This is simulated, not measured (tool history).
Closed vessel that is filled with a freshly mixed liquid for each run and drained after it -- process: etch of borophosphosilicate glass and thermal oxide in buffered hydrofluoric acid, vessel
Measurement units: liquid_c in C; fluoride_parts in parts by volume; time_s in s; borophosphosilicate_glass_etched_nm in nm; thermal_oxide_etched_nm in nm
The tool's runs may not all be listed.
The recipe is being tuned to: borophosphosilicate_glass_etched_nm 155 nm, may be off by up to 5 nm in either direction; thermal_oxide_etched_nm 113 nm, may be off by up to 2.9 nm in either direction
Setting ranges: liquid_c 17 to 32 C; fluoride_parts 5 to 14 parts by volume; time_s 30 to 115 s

run	day	liquid_c	fluoride_parts	time_s	borophosphosilicate_glass_etched_nm	thermal_oxide_etched_nm
1	0	25	8.5	60	123.81	91.055
2	0.067	25	6.5	60	166.41	120.2
3	0.379	25	8.5	60	123.57	89.574
4	0.733	26.5	8.5	60	134.9	96.521
5	0.908	27	8.5	60	135.86	99.748
6	1.021	27.5	8.5	60	138.91	102.3
7	1.304	28	8.5	60	144.78	104.5
8	1.408	28.5	8.5	60	147.85	107.71

Below are 4 possible settings for the next run. Only one of them brings all results inside the allowed miss of their targets. Which is it?
A	1.512	30	13.5	80	?	?
B	1.512	25.5	10	75	?	?
C	1.512	26.5	8.5	70	?	?
D	1.512	26.5	7.5	55	?	?

move	borophosphosilicate_glass_etched_nm	thermal_oxide_etched_nm
A	142.62	103.2
B	141.57	102.02
C	158.64	114.23
D	142.92	102.77
A: misses by more than the last run did
B: misses by more than the last run did
C: all results land within tolerance of their targets
D: misses by more than the last run did
Answer: C

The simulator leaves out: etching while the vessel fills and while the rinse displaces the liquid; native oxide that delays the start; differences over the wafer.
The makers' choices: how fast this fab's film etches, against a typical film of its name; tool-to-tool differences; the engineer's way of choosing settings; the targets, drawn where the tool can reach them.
